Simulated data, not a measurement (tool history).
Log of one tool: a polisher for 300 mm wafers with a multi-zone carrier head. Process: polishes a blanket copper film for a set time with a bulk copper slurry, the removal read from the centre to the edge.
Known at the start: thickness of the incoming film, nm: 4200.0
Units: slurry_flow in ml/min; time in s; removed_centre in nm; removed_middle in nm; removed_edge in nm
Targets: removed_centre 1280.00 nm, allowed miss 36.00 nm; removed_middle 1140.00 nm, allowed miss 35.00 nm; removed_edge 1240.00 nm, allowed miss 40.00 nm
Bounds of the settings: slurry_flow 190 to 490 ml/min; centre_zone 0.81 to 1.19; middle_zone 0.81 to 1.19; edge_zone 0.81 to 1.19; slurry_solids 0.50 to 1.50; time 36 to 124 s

run 1 day=0.000 | slurry_flow=315 centre_zone=1.00 middle_zone=1.00 edge_zone=1.00 slurry_solids=1.00 time=79 | removed_centre=789.06 removed_middle=775.97 removed_edge=794.12
run 2 day=0.279 | slurry_flow=235 centre_zone=1.00 middle_zone=1.00 edge_zone=1.00 slurry_solids=1.00 time=79 | removed_centre=767.92 removed_middle=748.60 removed_edge=770.09
run 3 day=0.450 | slurry_flow=235 centre_zone=1.00 middle_zone=1.00 edge_zone=0.92 slurry_solids=1.00 time=79 | removed_centre=762.99 removed_middle=747.14 removed_edge=758.91
run 4 day=0.733 | slurry_flow=245 centre_zone=1.01 middle_zone=0.99 edge_zone=0.94 slurry_solids=1.10 time=84 | removed_centre=836.61 removed_middle=806.21 removed_edge=818.91
run 5 day=0.904 | slurry_flow=245 centre_zone=1.01 middle_zone=0.99 edge_zone=0.94 slurry_solids=1.10 time=66 | removed_centre=662.66 removed_middle=643.93 removed_edge=629.74
run 6 day=1.000 | slurry_flow=245 centre_zone=1.01 middle_zone=0.99 edge_zone=0.94 slurry_solids=1.10 time=46 | removed_centre=455.35 removed_middle=450.68 removed_edge=449.33
run 7 day=1.058 | slurry_flow=250 centre_zone=1.01 middle_zone=0.98 edge_zone=0.98 slurry_solids=1.15 time=56 | removed_centre=562.82 removed_middle=543.36 removed_edge=560.14
run 8 day=1.258 | slurry_flow=260 centre_zone=1.02 middle_zone=0.99 edge_zone=1.01 slurry_solids=1.20 time=63 | removed_centre=640.19 removed_middle=631.80 removed_edge=640.75
run 9 day=1.517 | slurry_flow=270 centre_zone=1.04 middle_zone=0.98 edge_zone=1.04 slurry_solids=1.25 time=69 | removed_centre=732.42 removed_middle=687.14 removed_edge=728.29
run 10 day=1.688 | slurry_flow=280 centre_zone=1.06 middle_zone=0.99 edge_zone=1.07 slurry_solids=1.30 time=73 | removed_centre=799.20 removed_middle=734.17 removed_edge=779.11
run 11 day=1.775 | slurry_flow=280 centre_zone=1.06 middle_zone=0.99 edge_zone=1.07 slurry_solids=1.30 time=73 | removed_centre=799.38 removed_middle=736.38 removed_edge=800.89
run 12 day=1.842 | slurry_flow=295 centre_zone=1.08 middle_zone=1.01 edge_zone=1.09 slurry_solids=1.35 time=76 | removed_centre=857.04 removed_middle=789.71 removed_edge=826.44
run 13 day=2.021 | slurry_flow=300 centre_zone=1.09 middle_zone=1.01 edge_zone=1.11 slurry_solids=1.40 time=80 | removed_centre=911.59 removed_middle=832.68 removed_edge=890.64
run 14 day=2.371 | slurry_flow=305 centre_zone=1.10 middle_zone=1.01 edge_zone=1.12 slurry_solids=1.40 time=84 | removed_centre=969.64 removed_middle=878.70 removed_edge=931.77
run 15 day=2.479 | slurry_flow=310 centre_zone=1.10 middle_zone=1.01 edge_zone=1.13 slurry_solids=1.40 time=87 | removed_centre=1010.30 removed_middle=911.57 removed_edge=960.59
run 16 day=2.604 | slurry_flow=305 centre_zone=1.10 middle_zone=1.00 edge_zone=1.14 slurry_solids=1.40 time=90 | removed_centre=1037.60 removed_middle=942.81 removed_edge=1018.60
run 17 day=2.908 | slurry_flow=305 centre_zone=1.11 middle_zone=1.00 edge_zone=1.15 slurry_solids=1.40 time=92 | removed_centre=1073.90 removed_middle=945.08 removed_edge=1044.20
run 18 day=3.046 | slurry_flow=305 centre_zone=1.11 middle_zone=1.00 edge_zone=1.15 slurry_solids=1.40 time=92 | removed_centre=1070.20 removed_middle=955.03 removed_edge=1035.30
run 19 day=3.117 | slurry_flow=310 centre_zone=1.11 middle_zone=1.00 edge_zone=1.16 slurry_solids=1.40 time=94 | removed_centre=1093.00 removed_middle=980.02 removed_edge=1066.90

4 next moves are on the table. One of them brings every result within its allowed miss. Which?
run A day=3.188 | slurry_flow=340 centre_zone=1.16 middle_zone=1.07 edge_zone=1.11 slurry_solids=1.40 time=103 | removed_centre=? removed_middle=? removed_edge=?
run B day=3.188 | slurry_flow=390 centre_zone=1.17 middle_zone=1.11 edge_zone=1.02 slurry_solids=1.35 time=109 | removed_centre=? removed_middle=? removed_edge=?
run C day=3.188 | slurry_flow=370 centre_zone=1.06 middle_zone=0.89 edge_zone=1.19 slurry_solids=1.00 time=119 | removed_centre=? removed_middle=? removed_edge=?
run D day=3.188 | slurry_flow=315 centre_zone=1.12 middle_zone=1.02 edge_zone=1.16 slurry_solids=1.45 time=107 | removed_centre=? removed_middle=? removed_edge=?

move=A removed_centre=1254.90 removed_middle=1124.70 removed_edge=1142.90
move=B removed_centre=1345.70 removed_middle=1232.30 removed_edge=1160.30
move=C removed_centre=1261.90 removed_middle=1061.80 removed_edge=1306.70
move=D removed_centre=1257.60 removed_middle=1122.30 removed_edge=1217.30
A: brings the result that was furthest off to its target, and leaves another outside
B: takes the result that was furthest off past its target
C: brings the result that was furthest off to its target, and leaves another outside
D: meets every target
Move D is the one to make.

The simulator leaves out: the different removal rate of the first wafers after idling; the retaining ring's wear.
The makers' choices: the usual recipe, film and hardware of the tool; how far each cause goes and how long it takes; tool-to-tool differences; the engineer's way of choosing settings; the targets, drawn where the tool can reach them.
